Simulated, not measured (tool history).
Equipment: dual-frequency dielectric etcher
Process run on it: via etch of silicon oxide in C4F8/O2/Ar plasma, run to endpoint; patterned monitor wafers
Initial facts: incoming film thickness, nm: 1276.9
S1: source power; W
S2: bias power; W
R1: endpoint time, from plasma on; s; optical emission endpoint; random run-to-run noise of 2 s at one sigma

| run | hour | S1 | S2 | R1 |
|---|---|---|---|---|
| 1 | 0 | 1510 | 2259 | 263.06 |
| 2 | 2.6 | 1510 | 2081 | 276.06 |
| 3 | 5.7 | 1250 | 2081 | 289.33 |
| 4 | 13.4 | 1200 | 2051 | 292.52 |
| 5 | 17 | 1160 | 2019 | 293.8 |
| 6 | 24.8 | 1160 | 2308 | 278.33 |

Estimate the outcome of run 7 from the log above:
| 7 | 31.7 | 1120 | 2227 | ? |

{"run 7": {"R1": 285.54}}
